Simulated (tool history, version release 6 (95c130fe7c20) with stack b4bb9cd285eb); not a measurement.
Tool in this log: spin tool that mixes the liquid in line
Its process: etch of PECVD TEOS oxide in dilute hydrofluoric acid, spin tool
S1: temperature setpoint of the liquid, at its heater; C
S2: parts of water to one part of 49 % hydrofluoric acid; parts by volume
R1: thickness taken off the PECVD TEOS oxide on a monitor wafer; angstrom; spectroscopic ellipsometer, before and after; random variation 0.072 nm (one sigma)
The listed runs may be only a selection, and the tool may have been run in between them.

Run 1, hour 0: S1 23 C, S2 55 parts by volume, time under the liquid (s) 60. Result: R1 236.09 angstrom.
Run 2, hour 8.5: S1 23 C, S2 55 parts by volume, time under the liquid (s) 40. Result: R1 154.79 angstrom.
Run 3, hour 12.3: S1 25 C, S2 55 parts by volume, time under the liquid (s) 40. Result: R1 169.97 angstrom.
Run 4, hour 17.4: S1 25 C, S2 60 parts by volume, time under the liquid (s) 40. Result: R1 157.82 angstrom.
Run 5, hour 18.9: S1 24 C, S2 65 parts by volume, time under the liquid (s) 40. Result: R1 135.95 angstrom.
Run 6, hour 22.2: S1 24 C, S2 80 parts by volume, time under the liquid (s) 40. Result: R1 107.85 angstrom.
Run 7, hour 29.4: S1 24 C, S2 80 parts by volume, time under the liquid (s) 40. Result: R1 108.61 angstrom.
Run 8, hour 37.8: S1 24 C, S2 80 parts by volume, time under the liquid (s) 40. Result: R1 107.39 angstrom.
Run 9, hour 39.4: S1 23.5 C, S2 80 parts by volume, time under the liquid (s) 40. Result: R1 105.2 angstrom.
Run 10, hour 47.3: S1 22.5 C, S2 80 parts by volume, time under the liquid (s) 40. Result: R1 101.45 angstrom.
Run 11, hour 51.6: S1 22 C, S2 80 parts by volume, time under the liquid (s) 40. Result: R1 101.33 angstrom.
Run 12, hour 56: S1 21.5 C, S2 80 parts by volume, time under the liquid (s) 40. Result: R1 97.341 angstrom.
Run 13, hour 64.9: S1 21 C, S2 80 parts by volume, time under the liquid (s) 40. Result: R1 95.884 angstrom.

Forecast run 14:
Run 14, hour 72.5: S1 20.5 C, S2 80 parts by volume, time under the liquid (s) 40. Result: R1 ?.

{"run 14": {"R1": 94.857}}
